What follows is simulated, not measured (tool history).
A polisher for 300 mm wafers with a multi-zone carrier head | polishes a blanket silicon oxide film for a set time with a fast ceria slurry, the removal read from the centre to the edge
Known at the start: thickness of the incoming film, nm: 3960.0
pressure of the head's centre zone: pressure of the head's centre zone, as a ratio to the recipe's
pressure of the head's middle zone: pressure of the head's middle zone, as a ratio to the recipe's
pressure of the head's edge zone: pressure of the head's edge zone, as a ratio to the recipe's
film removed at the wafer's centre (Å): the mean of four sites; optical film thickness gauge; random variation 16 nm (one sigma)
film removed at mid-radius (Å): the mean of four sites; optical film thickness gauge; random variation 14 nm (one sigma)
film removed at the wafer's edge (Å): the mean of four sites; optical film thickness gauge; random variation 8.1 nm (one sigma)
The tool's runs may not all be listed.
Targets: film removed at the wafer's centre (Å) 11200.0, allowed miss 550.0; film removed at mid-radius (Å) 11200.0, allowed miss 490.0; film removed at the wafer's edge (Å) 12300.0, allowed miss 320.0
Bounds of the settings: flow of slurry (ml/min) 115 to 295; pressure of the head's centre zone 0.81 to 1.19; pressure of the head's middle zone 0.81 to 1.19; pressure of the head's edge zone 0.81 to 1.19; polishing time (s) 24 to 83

run,hour,flow of slurry (ml/min),pressure of the head's centre zone,pressure of the head's middle zone,pressure of the head's edge zone,polishing time (s),film removed at the wafer's centre (Å),film removed at mid-radius (Å),film removed at the wafer's edge (Å)
1,0.0,190,1.00,1.00,1.00,53,8527.3,8690.3,8898.2
2,1.9,190,1.00,1.00,1.00,42,6746.5,6804.6,7113.3
3,3.7,200,1.00,1.00,1.04,48,7733.5,7836.8,8284.0
4,11.1,200,1.00,1.03,1.04,48,7642.3,8068.2,8284.9
5,15.3,210,1.01,1.03,1.08,52,8335.3,8610.8,9096.6
6,23.6,215,1.02,1.03,1.10,55,9288.7,9163.5,9790.1
7,25.8,220,1.01,1.04,1.12,57,9109.6,9881.4,10302.0
8,29.9,240,1.10,0.99,1.19,66,11934.0,10833.0,12351.0

Which of these 4 next moves meets every target?
A,34.0,200,0.88,1.04,1.19,71,?,?,?
B,34.0,210,1.12,0.87,1.19,70,?,?,?
C,34.0,265,1.04,1.01,1.17,66,?,?,?
D,34.0,195,1.15,0.93,1.17,68,?,?,?

move,film removed at the wafer's centre (Å),film removed at mid-radius (Å),film removed at the wafer's edge (Å)
A,9840.1,11995.0,12944.0
B,12428.0,10390.0,12836.0
C,11166.0,11206.0,12182.0
D,12295.0,10517.0,12279.0
A: takes the result that was furthest off past its target
B: further off than the last run
C: meets every target
D: further off than the last run
Answer: C

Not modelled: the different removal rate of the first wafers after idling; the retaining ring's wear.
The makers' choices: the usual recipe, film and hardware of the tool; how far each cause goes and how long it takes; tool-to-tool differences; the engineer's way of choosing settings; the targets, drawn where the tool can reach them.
